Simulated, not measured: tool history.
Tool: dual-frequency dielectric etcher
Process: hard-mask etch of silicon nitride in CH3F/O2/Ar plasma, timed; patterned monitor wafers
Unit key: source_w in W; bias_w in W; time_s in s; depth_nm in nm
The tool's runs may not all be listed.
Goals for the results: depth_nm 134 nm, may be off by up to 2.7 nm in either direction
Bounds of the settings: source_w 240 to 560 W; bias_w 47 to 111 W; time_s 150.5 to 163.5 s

{"run": 1, "hour": 0.0, "source_w": 400, "bias_w": 79, "time_s": 163.5, "depth_nm": 120.98}
{"run": 2, "hour": 2.4, "source_w": 430, "bias_w": 80, "time_s": 163.5, "depth_nm": 125.25}
{"run": 3, "hour": 4.2, "source_w": 430, "bias_w": 80, "time_s": 163.5, "depth_nm": 124.06}
{"run": 4, "hour": 7.0, "source_w": 430, "bias_w": 80, "time_s": 150.5, "depth_nm": 114.62}
{"run": 5, "hour": 11.3, "source_w": 430, "bias_w": 80, "time_s": 163.5, "depth_nm": 123.7}
{"run": 6, "hour": 13.6, "source_w": 450, "bias_w": 82, "time_s": 163.5, "depth_nm": 126.29}
{"run": 7, "hour": 17.7, "source_w": 470, "bias_w": 83, "time_s": 163.5, "depth_nm": 128.5}
{"run": 8, "hour": 19.7, "source_w": 480, "bias_w": 84, "time_s": 163.5, "depth_nm": 130.89}
{"run": 9, "hour": 24.9, "source_w": 490, "bias_w": 84, "time_s": 163.5, "depth_nm": 130.88}
{"run": 10, "hour": 26.1, "source_w": 490, "bias_w": 84, "time_s": 163.5, "depth_nm": 131.46}

Of the 4 settings listed for the next run, only one would bring every result within its allowed miss of target. Which one?
{"run": "A", "hour": 27.3, "source_w": 510, "bias_w": 100, "time_s": 156, "depth_nm": "?"}
{"run": "B", "hour": 27.3, "source_w": 500, "bias_w": 85, "time_s": 157, "depth_nm": "?"}
{"run": "C", "hour": 27.3, "source_w": 510, "bias_w": 85, "time_s": 158, "depth_nm": "?"}
{"run": "D", "hour": 27.3, "source_w": 560, "bias_w": 79, "time_s": 156, "depth_nm": "?"}

move=A depth_nm=134.03
move=B depth_nm=126.77
move=C depth_nm=128.27
move=D depth_nm=126.83
A: all results in spec
B: further off than the last run
C: further off than the last run
D: further off than the last run
A is the move that brings every result within its allowed miss.

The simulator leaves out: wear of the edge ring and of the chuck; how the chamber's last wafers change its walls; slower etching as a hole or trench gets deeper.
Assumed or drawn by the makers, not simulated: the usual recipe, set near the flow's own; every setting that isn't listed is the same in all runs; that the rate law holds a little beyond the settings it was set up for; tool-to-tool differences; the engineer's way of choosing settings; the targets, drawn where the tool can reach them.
